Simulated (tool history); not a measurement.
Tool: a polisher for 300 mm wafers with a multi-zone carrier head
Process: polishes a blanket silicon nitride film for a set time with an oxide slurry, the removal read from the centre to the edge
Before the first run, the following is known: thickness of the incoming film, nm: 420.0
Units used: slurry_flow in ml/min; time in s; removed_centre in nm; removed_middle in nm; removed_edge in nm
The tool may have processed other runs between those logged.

run,hour,slurry_flow,centre_zone,middle_zone,edge_zone,slurry_solids,time,removed_centre,removed_middle,removed_edge
1,0,305,1,1,1,1,79,73.36,72.814,74.587
2,3.5,305,1,1,1.08,1,79,72.931,72.59,77.571
3,7.6,305,1,1,1.08,0.9,79,71.197,70.978,73.644
4,11.4,300,1,0.98,1.08,0.85,78,66.54,68.016,71.81
5,14.3,305,1.02,0.96,1.07,0.8,77,68.21,63.946,69.685
6,17.1,270,1.02,0.96,1.07,0.8,77,67.343,63.878,69.424
7,24.4,270,1.02,0.95,1.06,0.75,76,64.671,60.105,65.559
8,31.9,265,1.02,0.94,1.04,0.75,76,65.337,60.086,65.671
9,38.8,265,1.02,0.93,1.03,0.7,76,64.703,58.564,64.339

Forecast run 10:
10,46.4,265,1.02,0.92,1.02,0.7,76,?,?,?

removed_centre: 63.066 nm
removed_middle: 56.846 nm
removed_edge: 63.771 nm
